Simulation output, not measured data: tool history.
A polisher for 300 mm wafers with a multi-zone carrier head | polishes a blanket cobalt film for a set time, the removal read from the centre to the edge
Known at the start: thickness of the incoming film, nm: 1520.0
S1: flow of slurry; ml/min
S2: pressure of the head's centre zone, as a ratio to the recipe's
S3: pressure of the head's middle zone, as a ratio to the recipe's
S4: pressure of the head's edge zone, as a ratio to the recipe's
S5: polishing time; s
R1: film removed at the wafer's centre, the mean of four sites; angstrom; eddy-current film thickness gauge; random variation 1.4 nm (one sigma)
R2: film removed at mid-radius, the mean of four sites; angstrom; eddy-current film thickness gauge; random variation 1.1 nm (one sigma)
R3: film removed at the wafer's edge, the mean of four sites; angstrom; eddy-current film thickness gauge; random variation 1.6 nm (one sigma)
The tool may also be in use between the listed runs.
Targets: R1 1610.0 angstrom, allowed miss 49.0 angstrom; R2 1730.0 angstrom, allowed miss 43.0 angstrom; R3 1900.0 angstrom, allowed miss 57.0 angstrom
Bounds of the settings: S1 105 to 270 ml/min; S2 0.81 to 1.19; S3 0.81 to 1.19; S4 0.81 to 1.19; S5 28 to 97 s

run,day,S1,S2,S3,S4,S5,R1,R2,R3
1,0.000,175,1.00,1.00,1.00,62,2021.1,2006.0,1944.7
2,0.108,165,0.98,0.99,1.01,62,1963.4,1969.8,1942.3
3,0.279,160,0.96,0.98,1.02,62,1936.2,1914.6,1956.7
4,0.483,160,0.96,0.94,1.02,62,1936.7,1866.2,1959.2
5,0.592,190,0.96,0.94,1.02,62,1983.2,1930.7,1959.5
6,0.742,225,0.96,0.94,1.02,62,2029.4,1971.0,2013.3
7,1.058,215,0.94,0.93,1.02,62,1948.8,1931.7,1998.3
# day 1.283: edge zone pressure recalibrated
8,1.283,205,0.92,0.92,1.02,62,1926.1,1898.9,2106.5
9,1.483,200,0.92,0.93,1.02,61,1871.3,1870.8,2057.4
10,1.758,195,0.92,0.94,1.01,60,1841.7,1857.5,2019.0
11,1.879,190,0.92,0.95,1.01,59,1798.9,1821.1,1977.0

Which of these 4 next moves meets every target?
A,2.000,180,0.97,0.88,1.00,61,?,?,?
B,2.000,195,0.91,0.86,0.99,61,?,?,?
C,2.000,155,0.87,0.94,1.04,58,?,?,?
D,2.000,180,1.06,0.97,0.99,59,?,?,?

move,R1,R2,R3
A,1966.3,1770.0,2009.3
B,1870.3,1759.8,2019.2
C,1625.5,1731.0,1907.6
D,2081.0,1855.8,1931.7
A: further off than the last run
B: further off than the last run
C: meets every target
D: further off than the last run
Answer: C

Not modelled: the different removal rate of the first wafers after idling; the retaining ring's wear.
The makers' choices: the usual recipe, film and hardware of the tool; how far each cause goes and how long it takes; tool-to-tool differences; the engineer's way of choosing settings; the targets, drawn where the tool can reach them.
